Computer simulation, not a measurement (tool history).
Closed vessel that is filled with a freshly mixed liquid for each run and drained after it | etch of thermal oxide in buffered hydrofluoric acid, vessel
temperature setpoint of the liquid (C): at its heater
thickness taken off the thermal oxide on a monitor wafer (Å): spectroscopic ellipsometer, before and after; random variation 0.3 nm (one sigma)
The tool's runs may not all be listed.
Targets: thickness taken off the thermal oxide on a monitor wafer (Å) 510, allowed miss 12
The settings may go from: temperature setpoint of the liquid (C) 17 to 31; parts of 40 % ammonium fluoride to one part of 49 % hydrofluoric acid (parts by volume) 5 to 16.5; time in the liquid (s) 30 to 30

| run | day | temperature setpoint of the liquid (C) | parts of 40 % ammonium fluoride to one part of 49 % hydrofluoric acid (parts by volume) | time in the liquid (s) | thickness taken off the thermal oxide on a monitor wafer (Å) |
|---|---|---|---|---|---|
| 1 | 0 | 23 | 10 | 30 | 328.08 |
| 2 | 0.062 | 24.5 | 10 | 30 | 358.9 |
| 3 | 0.154 | 21.5 | 10 | 30 | 305.13 |
| 4 | 0.238 | 21.5 | 10 | 30 | 308.64 |
| 5 | 0.421 | 21.5 | 10 | 30 | 306.75 |
| 6 | 0.662 | 20 | 10 | 30 | 279.9 |
| 7 | 1.029 | 22 | 10 | 30 | 311.44 |
| 8 | 1.242 | 23.5 | 10 | 30 | 341.07 |
| 9 | 1.329 | 25 | 10 | 30 | 363.84 |
| 10 | 1.671 | 29 | 9 | 30 | 487.85 |

Which of these 4 next moves meets every target?
| A | 2.012 | 28.5 | 8 | 30 | ? |
| B | 2.012 | 27 | 7.5 | 30 | ? |
| C | 2.012 | 31 | 10 | 30 | ? |
| D | 2.012 | 29.5 | 8.5 | 30 | ? |

| move | thickness taken off the thermal oxide on a monitor wafer (Å) |
|---|---|
| A | 539.91 |
| B | 534.55 |
| C | 507.2 |
| D | 532.99 |
A: takes the result that was furthest off past its target
B: takes the result that was furthest off past its target
C: meets every target
D: takes the result that was furthest off past its target
Answer: C
